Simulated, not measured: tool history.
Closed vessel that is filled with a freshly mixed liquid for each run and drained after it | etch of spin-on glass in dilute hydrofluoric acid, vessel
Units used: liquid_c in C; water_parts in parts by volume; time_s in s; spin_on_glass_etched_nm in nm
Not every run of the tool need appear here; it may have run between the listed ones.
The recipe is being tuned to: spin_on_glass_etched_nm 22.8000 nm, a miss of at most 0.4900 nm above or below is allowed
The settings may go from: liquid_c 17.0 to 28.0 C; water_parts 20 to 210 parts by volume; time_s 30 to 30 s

run 1 hour=0.0 | liquid_c=20.0 water_parts=115 time_s=30 | spin_on_glass_etched_nm=5.2427
run 2 hour=4.3 | liquid_c=20.0 water_parts=115 time_s=30 | spin_on_glass_etched_nm=5.1840
run 3 hour=9.1 | liquid_c=20.0 water_parts=115 time_s=30 | spin_on_glass_etched_nm=5.2651
run 4 hour=13.6 | liquid_c=20.0 water_parts=115 time_s=30 | spin_on_glass_etched_nm=5.2309
run 5 hour=19.6 | liquid_c=21.0 water_parts=100 time_s=30 | spin_on_glass_etched_nm=6.3690
run 6 hour=25.8 | liquid_c=21.0 water_parts=100 time_s=30 | spin_on_glass_etched_nm=6.3875
run 7 hour=28.0 | liquid_c=25.0 water_parts=50 time_s=30 | spin_on_glass_etched_nm=15.8790
run 8 hour=30.2 | liquid_c=25.5 water_parts=50 time_s=30 | spin_on_glass_etched_nm=16.3030
run 9 hour=34.7 | liquid_c=26.0 water_parts=50 time_s=30 | spin_on_glass_etched_nm=16.7340
run 10 hour=39.7 | liquid_c=26.5 water_parts=50 time_s=30 | spin_on_glass_etched_nm=16.8410

Which of these 4 next moves meets every target?
run A hour=44.7 | liquid_c=26.0 water_parts=65 time_s=30 | spin_on_glass_etched_nm=?
run B hour=44.7 | liquid_c=24.0 water_parts=55 time_s=30 | spin_on_glass_etched_nm=?
run C hour=44.7 | liquid_c=26.5 water_parts=60 time_s=30 | spin_on_glass_etched_nm=?
run D hour=44.7 | liquid_c=28.0 water_parts=40 time_s=30 | spin_on_glass_etched_nm=?

move=A spin_on_glass_etched_nm=12.4580
move=B spin_on_glass_etched_nm=13.7600
move=C spin_on_glass_etched_nm=13.8640
move=D spin_on_glass_etched_nm=22.7290
A: lands further from the targets than the last run did
B: lands further from the targets than the last run did
C: lands further from the targets than the last run did
D: every result lands within tolerance
The right move is D.
